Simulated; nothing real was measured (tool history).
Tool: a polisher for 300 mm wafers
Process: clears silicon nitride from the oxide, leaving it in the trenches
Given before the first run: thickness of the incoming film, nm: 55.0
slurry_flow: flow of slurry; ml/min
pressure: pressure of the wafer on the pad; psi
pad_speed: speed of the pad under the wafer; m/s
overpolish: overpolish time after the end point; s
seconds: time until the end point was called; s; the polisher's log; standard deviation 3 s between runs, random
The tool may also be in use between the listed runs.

run,hour,slurry_flow,pressure,pad_speed,overpolish,seconds
1,0,170,3,0.76,5,65.816
2,2.3,165,2.6,0.66,5,88.905
3,7.8,165,2.6,0.5,5,115.9
4,16,165,2.3,0.5,5,128.62
5,17.4,165,2.3,0.5,5,134.61
6,19.1,165,2.1,0.5,5,141.06
7,24.9,160,1.4,0.46,5,223.33

Run 8 comes next. What will it give?
8,30.5,165,1.5,0.46,5,?

Run 8 gave seconds 208.98 s.
